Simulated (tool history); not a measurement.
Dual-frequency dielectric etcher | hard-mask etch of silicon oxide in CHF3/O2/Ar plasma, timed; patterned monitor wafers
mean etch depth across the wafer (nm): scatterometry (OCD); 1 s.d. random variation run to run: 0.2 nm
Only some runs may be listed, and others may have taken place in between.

run,hour,source power (kW),bias power (kW),etch time (s),mean etch depth across the wafer (nm)
1,0.0,0.760,0.217,23.0,51.313
2,1.5,0.860,0.217,23.0,53.068
3,2.2,0.860,0.217,24.0,55.109
4,5.3,0.860,0.255,24.0,60.869
5,13.8,0.920,0.255,24.0,62.924
6,17.3,0.880,0.242,24.0,59.311
7,23.9,0.840,0.230,24.0,56.726
8,25.7,0.840,0.230,24.0,56.973
9,27.4,0.800,0.220,24.0,55.151
10,30.3,0.760,0.211,24.0,52.798
11,39.3,0.730,0.203,24.0,51.020
12,42.3,0.710,0.195,24.0,49.175
13,43.7,0.690,0.188,24.0,47.961
14,50.9,0.670,0.182,24.0,46.674
15,54.3,0.650,0.177,24.0,45.136
16,62.5,0.630,0.173,24.0,44.733
17,63.9,0.620,0.169,24.0,43.774
18,66.5,0.610,0.166,24.0,42.557
19,71.6,0.600,0.164,24.0,42.480
20,73.1,0.590,0.162,24.0,41.843
21,81.9,0.470,0.131,23.5,32.890

Forecast run 22:
22,83.5,0.480,0.131,23.5,?

{"run 22": {"mean etch depth across the wafer (nm)": 33.253}}

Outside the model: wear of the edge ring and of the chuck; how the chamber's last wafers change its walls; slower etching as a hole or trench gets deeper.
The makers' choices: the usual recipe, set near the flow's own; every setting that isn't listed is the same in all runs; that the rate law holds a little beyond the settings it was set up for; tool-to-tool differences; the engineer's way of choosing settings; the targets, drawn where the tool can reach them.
